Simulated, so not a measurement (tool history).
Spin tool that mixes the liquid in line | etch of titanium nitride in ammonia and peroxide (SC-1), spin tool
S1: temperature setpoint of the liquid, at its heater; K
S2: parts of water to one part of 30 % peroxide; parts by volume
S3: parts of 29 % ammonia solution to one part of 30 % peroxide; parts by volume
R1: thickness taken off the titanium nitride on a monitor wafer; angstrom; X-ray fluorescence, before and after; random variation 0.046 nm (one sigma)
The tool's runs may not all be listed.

Run 1, hour 0.0: S1 332.15 K, S2 21.5 parts by volume, S3 0.6 parts by volume, time under the liquid (s) 225. Result: R1 107.810 angstrom.
Run 2, hour 1.1: S1 329.65 K, S2 21.5 parts by volume, S3 0.6 parts by volume, time under the liquid (s) 225. Result: R1 92.186 angstrom.
Run 3, hour 3.6: S1 329.65 K, S2 21.5 parts by volume, S3 0.6 parts by volume, time under the liquid (s) 245. Result: R1 100.920 angstrom.
Run 4, hour 7.0: S1 329.65 K, S2 21.5 parts by volume, S3 0.6 parts by volume, time under the liquid (s) 245. Result: R1 102.190 angstrom.
Run 5, hour 9.4: S1 329.65 K, S2 16.0 parts by volume, S3 0.6 parts by volume, time under the liquid (s) 245. Result: R1 119.710 angstrom.
Run 6, hour 12.2: S1 329.65 K, S2 21.0 parts by volume, S3 0.6 parts by volume, time under the liquid (s) 245. Result: R1 103.780 angstrom.

Forecast run 7:
Run 7, hour 19.0: S1 327.65 K, S2 21.0 parts by volume, S3 0.6 parts by volume, time under the liquid (s) 245. Result: R1 ?.

R1: 90.321 angstrom
